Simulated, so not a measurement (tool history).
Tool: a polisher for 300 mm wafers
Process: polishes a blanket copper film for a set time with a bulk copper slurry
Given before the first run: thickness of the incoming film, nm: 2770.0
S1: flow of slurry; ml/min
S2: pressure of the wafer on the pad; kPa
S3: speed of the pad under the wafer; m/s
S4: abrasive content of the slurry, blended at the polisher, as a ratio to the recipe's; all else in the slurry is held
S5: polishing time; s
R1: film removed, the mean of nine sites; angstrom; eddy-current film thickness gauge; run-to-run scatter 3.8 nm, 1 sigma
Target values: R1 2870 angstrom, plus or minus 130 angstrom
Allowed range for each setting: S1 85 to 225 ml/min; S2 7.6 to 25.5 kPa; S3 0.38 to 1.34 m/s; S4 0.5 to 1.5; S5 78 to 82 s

| run | hour | S1 | S2 | S3 | S4 | S5 | R1 |
|---|---|---|---|---|---|---|---|
| 1 | 0 | 145 | 16.5 | 0.86 | 1 | 78 | 4254.2 |
| 2 | 4.4 | 145 | 16.5 | 0.74 | 1 | 78 | 3731 |
| 3 | 7.3 | 145 | 16.5 | 0.88 | 1 | 78 | 4351.1 |
| 4 | 10.7 | 145 | 15.2 | 0.88 | 1 | 78 | 4153.3 |
| 5 | 12.3 | 145 | 13.8 | 0.88 | 1 | 78 | 3870.9 |
| 6 | 14.2 | 145 | 13.1 | 0.88 | 1 | 78 | 3699 |
| 7 | 18.7 | 145 | 12.4 | 0.88 | 1 | 78 | 3611.9 |
| 8 | 22.3 | 145 | 11.7 | 0.88 | 1 | 78 | 3466.1 |
| 9 | 29.2 | 145 | 11 | 0.88 | 1 | 78 | 3327 |
| 10 | 32.3 | 145 | 10.3 | 0.88 | 1 | 78 | 3226.6 |
| 11 | 37.4 | 145 | 9.7 | 0.88 | 1 | 78 | 3160.5 |

Consider the 5 candidate settings below. Which is the only one whose results all fall within their allowed miss of target?
| A | 42.5 | 145 | 7.6 | 0.82 | 0.95 | 78 | ? |
| B | 42.5 | 130 | 9.7 | 0.78 | 1.3 | 78 | ? |
| C | 42.5 | 170 | 7.6 | 0.78 | 1.05 | 78 | ? |
| D | 42.5 | 115 | 10.3 | 0.72 | 0.95 | 78 | ? |
| E | 42.5 | 190 | 7.6 | 0.74 | 1.25 | 78 | ? |

| move | R1 |
|---|---|
| A | 2569.2 |
| B | 2957 |
| C | 2574.7 |
| D | 2594.6 |
| E | 2599.2 |
A: moves the result that the last run missed by most past its target, out the other side
B: in spec on every target
C: moves the result that the last run missed by most past its target, out the other side
D: moves the result that the last run missed by most past its target, out the other side
E: moves the result that the last run missed by most past its target, out the other side
B is the move that brings every result within its allowed miss.
